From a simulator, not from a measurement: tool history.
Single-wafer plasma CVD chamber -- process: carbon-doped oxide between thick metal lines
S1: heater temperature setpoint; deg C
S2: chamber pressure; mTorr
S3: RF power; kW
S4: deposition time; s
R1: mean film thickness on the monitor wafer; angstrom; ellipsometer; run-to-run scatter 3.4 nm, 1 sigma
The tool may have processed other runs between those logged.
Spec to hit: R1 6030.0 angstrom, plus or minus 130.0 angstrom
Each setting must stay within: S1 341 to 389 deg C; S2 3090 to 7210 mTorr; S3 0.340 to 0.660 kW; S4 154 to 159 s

run 1 hour=0.0 | S1=365 S2=5150 S3=0.500 S4=154 | R1=7654.1
run 2 hour=3.2 | S1=367 S2=4780 S3=0.460 S4=154 | R1=7105.1
run 3 hour=4.4 | S1=367 S2=3990 S3=0.460 S4=154 | R1=6970.2
run 4 hour=6.2 | S1=362 S2=3990 S3=0.460 S4=154 | R1=7015.3
run 5 hour=11.2 | S1=362 S2=3990 S3=0.460 S4=159 | R1=7253.9
run 6 hour=14.1 | S1=362 S2=3830 S3=0.430 S4=158 | R1=6716.7
run 7 hour=15.4 | S1=362 S2=3780 S3=0.415 S4=158 | R1=6461.3
run 8 hour=23.8 | S1=362 S2=3740 S3=0.405 S4=158 | R1=6335.1
run 9 hour=29.3 | S1=362 S2=3680 S3=0.400 S4=158 | R1=6331.7
run 10 hour=34.6 | S1=362 S2=3620 S3=0.395 S4=158 | R1=6262.4

Of the 5 settings listed for the next run, only one would bring every result within its allowed miss of target. Which one?
run A hour=39.9 | S1=363 S2=3230 S3=0.435 S4=156 | R1=?
run B hour=39.9 | S1=378 S2=3200 S3=0.435 S4=159 | R1=?
run C hour=39.9 | S1=358 S2=3720 S3=0.400 S4=159 | R1=?
run D hour=39.9 | S1=358 S2=3870 S3=0.415 S4=159 | R1=?
run E hour=39.9 | S1=354 S2=4110 S3=0.375 S4=154 | R1=?

move=A R1=6615.4
move=B R1=6500.7
move=C R1=6447.9
move=D R1=6695.7
move=E R1=6026.8
A: the biggest miss grows against the last run
B: the biggest miss grows against the last run
C: the biggest miss grows against the last run
D: the biggest miss grows against the last run
E: all results land within tolerance of their targets
E is the move that brings every result within its allowed miss.

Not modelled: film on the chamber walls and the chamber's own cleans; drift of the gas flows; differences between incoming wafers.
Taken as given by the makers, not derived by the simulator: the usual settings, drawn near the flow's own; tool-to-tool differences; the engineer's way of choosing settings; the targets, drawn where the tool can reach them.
